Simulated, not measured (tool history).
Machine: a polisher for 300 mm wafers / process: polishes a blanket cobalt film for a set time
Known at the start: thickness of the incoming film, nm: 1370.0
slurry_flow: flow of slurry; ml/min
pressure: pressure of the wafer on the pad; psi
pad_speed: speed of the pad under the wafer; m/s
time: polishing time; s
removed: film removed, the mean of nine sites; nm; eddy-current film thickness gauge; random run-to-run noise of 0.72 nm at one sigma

run  hour  slurry_flow  pressure  pad_speed  time  removed
  1     0          140       1.6        0.8    57   171.57
  2   6.2          140       1.6        0.8    57   172.15
  3   8.2          125       1.6        0.8    57   167.41
  4  15.6          115       1.3        0.8    57   137.02
  5  23.9          115       1.3        0.8    52   125.53
  6  24.5          115       1.3       0.98    52   152.28
  7  31.3          110       1.1       0.98    52   131.22
  8  32.5          105         1       0.98    52   118.69
  9  37.8          100       0.9       0.98    52   107.01
 10  44.3           95       0.9       0.98    52   105.48
 11  51.2           90       0.9       0.98    52   103.55

What will run 12 give?
 12  57.8           85       0.9       0.98    52        ?

Logged for run 12: removed 102.77 nm.
